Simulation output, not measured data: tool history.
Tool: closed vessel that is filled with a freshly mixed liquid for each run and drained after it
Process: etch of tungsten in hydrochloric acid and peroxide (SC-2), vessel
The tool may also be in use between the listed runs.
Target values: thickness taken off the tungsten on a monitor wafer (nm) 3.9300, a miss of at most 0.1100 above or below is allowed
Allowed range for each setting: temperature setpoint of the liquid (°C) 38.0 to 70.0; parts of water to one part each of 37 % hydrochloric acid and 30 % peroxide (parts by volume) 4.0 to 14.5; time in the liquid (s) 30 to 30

run,hour,temperature setpoint of the liquid (°C),parts of water to one part each of 37 % hydrochloric acid and 30 % peroxide (parts by volume),time in the liquid (s),thickness taken off the tungsten on a monitor wafer (nm)
1,0.0,54.0,8.0,30,6.9628
2,2.2,53.0,8.0,30,6.5274
3,5.7,53.0,10.5,30,5.1960
4,12.8,53.0,10.5,30,5.1975
5,15.7,59.0,10.5,30,7.6822
6,24.3,59.0,10.5,30,7.6617
7,29.2,51.0,10.5,30,4.5802
8,33.9,50.5,10.5,30,4.4193

Exactly one of the 5 candidate moves below puts every result within its allowed miss. Which one?
A,38.6,41.5,5.0,30,?
B,38.6,47.0,8.5,30,?
C,38.6,46.0,8.5,30,?
D,38.6,53.5,11.5,30,?
E,38.6,49.5,12.0,30,?

move,thickness taken off the tungsten on a monitor wafer (nm)
A,4.2571
B,4.1507
C,3.8773
D,4.9765
E,3.6844
A: closes in on the targets versus the last run, not all within tolerance yet
B: closes in on the targets versus the last run, not all within tolerance yet
C: every result within its allowed miss
D: misses by more than the last run did
E: pushes the last run's worst result past its target
Move C is the one to make.

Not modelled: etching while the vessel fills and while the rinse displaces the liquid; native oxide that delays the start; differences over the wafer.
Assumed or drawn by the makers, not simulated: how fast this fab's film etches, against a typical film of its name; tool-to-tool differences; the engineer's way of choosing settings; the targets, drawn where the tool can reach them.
